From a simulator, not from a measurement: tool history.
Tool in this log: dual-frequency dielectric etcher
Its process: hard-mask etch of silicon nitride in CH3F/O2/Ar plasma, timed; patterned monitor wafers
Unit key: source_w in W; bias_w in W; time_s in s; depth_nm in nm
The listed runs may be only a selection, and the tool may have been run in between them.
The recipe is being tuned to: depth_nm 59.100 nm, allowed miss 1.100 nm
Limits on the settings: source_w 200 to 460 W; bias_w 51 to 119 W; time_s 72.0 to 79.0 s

run  hour  source_w  bias_w  time_s  depth_nm
  1   0.0       330      85    79.0    49.878
  2   2.9       380      85    79.0    52.260
  3   4.4       380      85    79.0    52.254
  4   8.3       380      75    79.0    49.630
  5  12.5       420      75    79.0    51.229
  6  16.2       420      75    79.0    51.268
  7  19.2       430      81    79.0    53.428
  8  24.1       440      85    79.0    54.876
  9  31.3       450      88    79.0    56.032
     36.5  -- wet clean of the chamber
 10  36.5       460     101    79.0    62.242
 11  42.0       450     100    79.0    61.975
 12  48.6       440     100    79.0    61.057
 13  56.3       430     100    79.0    60.954
 14  59.1       420     100    79.0    60.340

Which one of the following 5 next-run settings gets every result inside its allowed miss? There is exactly one.
  A  61.9       400     114    79.0         ?
  B  61.9       460     117    74.0         ?
  C  61.9       450     104    79.0         ?
  D  61.9       420     110    74.0         ?
  E  61.9       420     108    77.5         ?

move  depth_nm
   A    62.431
   B    61.912
   C    62.583
   D    58.584
   E    60.903
A: moves away from the targets compared with the last run
B: moves away from the targets compared with the last run
C: moves away from the targets compared with the last run
D: every result within its allowed miss
E: moves away from the targets compared with the last run
Move D is the one to make.

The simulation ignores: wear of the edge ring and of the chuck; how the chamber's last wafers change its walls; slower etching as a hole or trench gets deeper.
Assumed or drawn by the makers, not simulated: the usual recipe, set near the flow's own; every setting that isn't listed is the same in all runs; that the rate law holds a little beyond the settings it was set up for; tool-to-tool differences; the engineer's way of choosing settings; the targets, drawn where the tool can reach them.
